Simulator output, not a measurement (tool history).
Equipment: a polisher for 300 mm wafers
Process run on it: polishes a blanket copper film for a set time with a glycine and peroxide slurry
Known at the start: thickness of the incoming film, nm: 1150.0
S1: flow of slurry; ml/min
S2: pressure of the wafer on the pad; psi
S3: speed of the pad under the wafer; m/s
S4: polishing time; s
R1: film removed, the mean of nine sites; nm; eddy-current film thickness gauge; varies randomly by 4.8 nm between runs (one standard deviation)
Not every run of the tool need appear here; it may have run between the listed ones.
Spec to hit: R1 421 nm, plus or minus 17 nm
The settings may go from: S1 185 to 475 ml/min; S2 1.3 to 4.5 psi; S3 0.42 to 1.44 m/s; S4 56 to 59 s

{"run": 1, "day": 0.0, "S1": 305, "S2": 2.9, "S3": 0.92, "S4": 56, "R1": 302.75}
{"run": 2, "day": 0.158, "S1": 305, "S2": 3.5, "S3": 0.92, "S4": 56, "R1": 338.08}
{"run": 3, "day": 0.183, "S1": 305, "S2": 3.5, "S3": 0.92, "S4": 56, "R1": 333.24}
{"run": 4, "day": 0.483, "S1": 305, "S2": 3.8, "S3": 0.92, "S4": 56, "R1": 354.32}
{"run": 5, "day": 0.842, "S1": 305, "S2": 3.9, "S3": 0.92, "S4": 56, "R1": 361.03}
{"run": 6, "day": 0.996, "S1": 305, "S2": 3.3, "S3": 0.92, "S4": 56, "R1": 329.68}
{"run": 7, "day": 1.25, "S1": 305, "S2": 3.4, "S3": 0.94, "S4": 56, "R1": 343.57}
{"run": 8, "day": 1.358, "S1": 305, "S2": 3.5, "S3": 0.94, "S4": 56, "R1": 342.89}
{"run": 9, "day": 1.496, "S1": 305, "S2": 3.6, "S3": 0.94, "S4": 56, "R1": 342.28}
{"run": 10, "day": 1.558, "S1": 305, "S2": 3.7, "S3": 0.96, "S4": 56, "R1": 370.29}
{"run": 11, "day": 1.65, "S1": 305, "S2": 3.8, "S3": 0.96, "S4": 56, "R1": 372.94}
{"run": 12, "day": 1.883, "S1": 305, "S2": 3.9, "S3": 0.96, "S4": 56, "R1": 367.45}
{"run": 13, "day": 2.162, "S1": 305, "S2": 4, "S3": 0.96, "S4": 56, "R1": 377.24}
{"run": 14, "day": 2.442, "S1": 305, "S2": 4.1, "S3": 0.96, "S4": 56, "R1": 386.55}

Which single option among these 5 for the next run brings every result within its allowed miss of target? Just one does.
{"run": "A", "day": 2.721, "S1": 235, "S2": 3.4, "S3": 1.32, "S4": 59, "R1": "?"}
{"run": "B", "day": 2.721, "S1": 200, "S2": 3.5, "S3": 1.22, "S4": 56, "R1": "?"}
{"run": "C", "day": 2.721, "S1": 295, "S2": 4, "S3": 1.1, "S4": 59, "R1": "?"}
{"run": "D", "day": 2.721, "S1": 355, "S2": 4.2, "S3": 1.08, "S4": 59, "R1": "?"}
{"run": "E", "day": 2.721, "S1": 285, "S2": 4.3, "S3": 1.08, "S4": 58, "R1": "?"}

move=A R1=468.18
move=B R1=418.68
move=C R1=452.13
move=D R1=465.23
move=E R1=459.18
A: moves the result that the last run missed by most past its target, out the other side
B: in spec on every target
C: moves the result that the last run missed by most past its target, out the other side
D: moves the result that the last run missed by most past its target, out the other side
E: moves the result that the last run missed by most past its target, out the other side
So the answer is move B, the one that meets all the targets.

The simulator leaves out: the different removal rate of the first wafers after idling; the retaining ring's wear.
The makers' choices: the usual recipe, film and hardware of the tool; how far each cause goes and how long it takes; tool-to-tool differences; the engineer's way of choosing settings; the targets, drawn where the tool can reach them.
